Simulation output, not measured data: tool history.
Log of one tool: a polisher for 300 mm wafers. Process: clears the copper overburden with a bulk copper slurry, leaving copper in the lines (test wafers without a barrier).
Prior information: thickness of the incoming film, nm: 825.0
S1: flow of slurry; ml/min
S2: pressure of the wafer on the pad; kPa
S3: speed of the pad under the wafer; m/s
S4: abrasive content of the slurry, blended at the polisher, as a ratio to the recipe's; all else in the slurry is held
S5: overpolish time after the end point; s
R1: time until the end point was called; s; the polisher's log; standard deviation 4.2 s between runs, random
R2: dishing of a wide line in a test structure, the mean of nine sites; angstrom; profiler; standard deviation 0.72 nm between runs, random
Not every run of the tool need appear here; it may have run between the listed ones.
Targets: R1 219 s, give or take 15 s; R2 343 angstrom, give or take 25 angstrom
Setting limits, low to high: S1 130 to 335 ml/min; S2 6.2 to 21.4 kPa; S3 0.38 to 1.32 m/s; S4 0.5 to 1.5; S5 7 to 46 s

run,hour,S1,S2,S3,S4,S5,R1,R2
1,0,215,13.8,0.84,1,24,141.24,361.92
2,8.1,215,13.8,0.84,0.9,24,143.2,350.04
3,11.2,215,12.4,0.82,0.95,27,167.78,341.32
4,18.9,215,11.7,0.8,1,31,177.8,355.52
5,26.7,175,11.7,0.8,1,31,181.39,355.94
6,33,175,14.5,0.8,1,31,144.94,347.7
7,34.9,175,13.1,0.78,1,31,168.45,360.51
8,36.8,175,12.4,0.78,0.95,30,174.2,361.99
9,37.7,175,9,0.74,0.95,29,236.73,319.35

Consider the 5 candidate settings below. Which is the only one whose results all fall within their allowed miss of target?
A,38.6,235,8.3,0.66,1.25,33,?,?
B,38.6,225,10.3,0.66,1.2,35,?,?
C,38.6,180,9,0.7,0.95,28,?,?
D,38.6,195,11.7,0.76,0.95,22,?,?
E,38.6,180,17.2,0.54,0.85,23,?,?

move,R1,R2
A,249.21,307.44
B,212.9,329.71
C,244.66,294.78
D,181.58,305.39
E,188.19,312.3
A: moves away from the targets compared with the last run
B: every result within its allowed miss
C: moves away from the targets compared with the last run
D: takes the result that was furthest off past its target
E: takes the result that was furthest off past its target
Answer: B
